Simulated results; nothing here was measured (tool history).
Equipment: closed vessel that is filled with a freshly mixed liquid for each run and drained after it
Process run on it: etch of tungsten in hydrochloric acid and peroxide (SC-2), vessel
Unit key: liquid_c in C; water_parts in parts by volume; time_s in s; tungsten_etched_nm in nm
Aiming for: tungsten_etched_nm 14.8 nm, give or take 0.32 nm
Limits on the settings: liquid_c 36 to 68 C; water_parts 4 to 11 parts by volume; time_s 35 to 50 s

{"run": 1, "day": 0.0, "liquid_c": 52, "water_parts": 6, "time_s": 50, "tungsten_etched_nm": 20.579}
{"run": 2, "day": 0.138, "liquid_c": 51.5, "water_parts": 6, "time_s": 50, "tungsten_etched_nm": 19.735}
{"run": 3, "day": 0.321, "liquid_c": 51, "water_parts": 6, "time_s": 50, "tungsten_etched_nm": 19.132}
{"run": 4, "day": 0.417, "liquid_c": 57.5, "water_parts": 6, "time_s": 50, "tungsten_etched_nm": 29.454}
{"day": 0.512, "done": "new drum of peroxide connected"}
{"run": 5, "day": 0.512, "liquid_c": 61.5, "water_parts": 6, "time_s": 50, "tungsten_etched_nm": 40.387}
{"run": 6, "day": 0.575, "liquid_c": 61.5, "water_parts": 8, "time_s": 50, "tungsten_etched_nm": 32.178}
{"run": 7, "day": 0.933, "liquid_c": 60, "water_parts": 8, "time_s": 50, "tungsten_etched_nm": 29.304}
{"run": 8, "day": 1.212, "liquid_c": 59, "water_parts": 8, "time_s": 50, "tungsten_etched_nm": 27.677}
{"run": 9, "day": 1.529, "liquid_c": 58, "water_parts": 8, "time_s": 50, "tungsten_etched_nm": 25.839}

5 candidate next runs follow, results not yet known. Just one meets every target within its allowed miss. Identify it.
{"run": "A", "day": 1.846, "liquid_c": 53, "water_parts": 11, "time_s": 35, "tungsten_etched_nm": "?"}
{"run": "B", "day": 1.846, "liquid_c": 55.5, "water_parts": 8, "time_s": 35, "tungsten_etched_nm": "?"}
{"run": "C", "day": 1.846, "liquid_c": 53.5, "water_parts": 8.5, "time_s": 40, "tungsten_etched_nm": "?"}
{"run": "D", "day": 1.846, "liquid_c": 54, "water_parts": 8, "time_s": 35, "tungsten_etched_nm": "?"}
{"run": "E", "day": 1.846, "liquid_c": 55.5, "water_parts": 9, "time_s": 35, "tungsten_etched_nm": "?"}

move=A tungsten_etched_nm=10.155
move=B tungsten_etched_nm=15.529
move=C tungsten_etched_nm=14.847
move=D tungsten_etched_nm=14.092
move=E tungsten_etched_nm=14.118
A: carries the result that was furthest off beyond its target, to the other side
B: nearer the targets than the last run, but a result is still out of spec
C: all results land within tolerance of their targets
D: carries the result that was furthest off beyond its target, to the other side
E: carries the result that was furthest off beyond its target, to the other side
Move C is the one to make.

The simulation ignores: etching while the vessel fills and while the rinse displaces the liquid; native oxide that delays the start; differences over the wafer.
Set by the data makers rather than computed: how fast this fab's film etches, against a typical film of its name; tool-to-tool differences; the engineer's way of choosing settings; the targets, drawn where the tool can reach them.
